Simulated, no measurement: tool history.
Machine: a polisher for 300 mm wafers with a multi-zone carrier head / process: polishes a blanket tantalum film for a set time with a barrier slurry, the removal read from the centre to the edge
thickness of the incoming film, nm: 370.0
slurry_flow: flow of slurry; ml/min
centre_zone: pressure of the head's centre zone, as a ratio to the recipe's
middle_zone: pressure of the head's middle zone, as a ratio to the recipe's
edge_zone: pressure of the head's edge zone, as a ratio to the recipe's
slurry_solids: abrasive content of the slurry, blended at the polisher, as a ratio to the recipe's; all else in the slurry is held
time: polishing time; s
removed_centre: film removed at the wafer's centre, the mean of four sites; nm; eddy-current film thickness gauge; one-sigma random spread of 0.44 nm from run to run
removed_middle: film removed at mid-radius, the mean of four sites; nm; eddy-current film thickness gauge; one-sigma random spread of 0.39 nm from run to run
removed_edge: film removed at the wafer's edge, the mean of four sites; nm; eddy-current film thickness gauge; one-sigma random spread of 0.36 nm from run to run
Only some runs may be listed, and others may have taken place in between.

run,hour,slurry_flow,centre_zone,middle_zone,edge_zone,slurry_solids,time,removed_centre,removed_middle,removed_edge
1,0.0,260,1.00,1.00,1.00,1.00,47,40.465,41.880,41.800
2,5.1,260,1.01,0.98,0.98,0.95,47,40.982,39.978,40.244
3,10.5,260,0.97,0.98,0.98,0.95,47,38.673,39.554,40.900
4,17.8,260,0.93,0.98,0.98,0.95,47,38.478,39.675,41.302
5,26.7,260,0.94,0.97,0.95,0.90,47,37.864,38.393,39.971
6,31.9,260,0.95,0.96,0.93,0.85,47,36.729,37.547,38.603
7,39.3,260,0.97,0.94,0.91,0.85,47,38.396,37.341,38.456
8,45.3,260,0.98,0.93,0.90,0.80,47,36.906,36.531,37.288

Estimate the outcome of run 9 from the log above:
9,46.8,260,1.00,0.91,0.89,0.80,47,?,?,?

Run 9 measured removed_centre 37.437 nm, removed_middle 35.295 nm, removed_edge 37.148 nm.

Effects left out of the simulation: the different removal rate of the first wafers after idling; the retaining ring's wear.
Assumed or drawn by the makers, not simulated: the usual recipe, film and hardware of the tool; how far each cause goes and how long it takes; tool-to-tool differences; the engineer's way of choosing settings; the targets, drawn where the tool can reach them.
